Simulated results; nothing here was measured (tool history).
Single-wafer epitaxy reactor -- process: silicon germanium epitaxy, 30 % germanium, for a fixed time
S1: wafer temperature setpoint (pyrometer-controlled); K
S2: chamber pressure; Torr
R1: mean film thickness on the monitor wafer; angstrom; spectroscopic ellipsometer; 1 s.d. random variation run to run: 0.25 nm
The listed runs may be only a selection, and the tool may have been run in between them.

run    day      S1    S2      R1
  1  0.000  863.15  16.1  482.29
  2  0.221  863.15  17.4  495.46
  3  0.412  863.15  18.9  507.33
  4  0.754  857.15  18.9  458.81
     1.008  -- pyrometer calibrated
  5  1.008  857.15  19.9  445.81
  6  1.088  859.15  20.0  463.79
  7  1.450  861.15  20.0  483.04

Predict the results of run 8:
  8  1.650  863.15  20.0   ?

Run 8 gave R1 492.99 angstrom.
